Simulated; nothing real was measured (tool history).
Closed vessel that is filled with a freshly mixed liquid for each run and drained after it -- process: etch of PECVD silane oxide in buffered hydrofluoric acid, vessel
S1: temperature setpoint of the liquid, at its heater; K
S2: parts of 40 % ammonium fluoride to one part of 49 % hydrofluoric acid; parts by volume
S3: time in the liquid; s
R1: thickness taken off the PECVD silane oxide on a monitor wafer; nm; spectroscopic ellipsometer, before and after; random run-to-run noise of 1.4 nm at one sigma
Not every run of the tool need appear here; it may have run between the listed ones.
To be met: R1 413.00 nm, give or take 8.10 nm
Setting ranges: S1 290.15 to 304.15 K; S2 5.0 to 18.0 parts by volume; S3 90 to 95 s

run,hour,S1,S2,S3,R1
1,0.0,296.15,11.0,90,327.13
2,1.2,296.15,11.0,90,326.62
3,5.5,296.15,11.0,95,345.49
4,10.5,296.65,11.0,95,354.64
5,18.2,295.15,11.0,95,325.19
6,20.5,295.65,11.0,95,333.64
7,21.2,296.15,11.0,95,342.16
8,26.0,296.65,11.0,95,354.49
9,31.8,297.15,11.0,95,364.70
10,40.6,298.65,11.0,95,395.48

5 next moves are on the table. One of them brings every result within its allowed miss. Which?
A,49.4,295.15,8.0,90,?
B,49.4,300.15,11.5,90,?
C,49.4,299.65,10.5,95,?
D,49.4,296.65,10.5,95,?
E,49.4,297.15,10.0,90,?

move,R1
A,411.22
B,387.88
C,435.55
D,370.21
E,377.96
A: each result inside its tolerance
B: further off than the last run
C: pushes the last run's worst result past its target
D: further off than the last run
E: further off than the last run
A is the move that brings every result within its allowed miss.
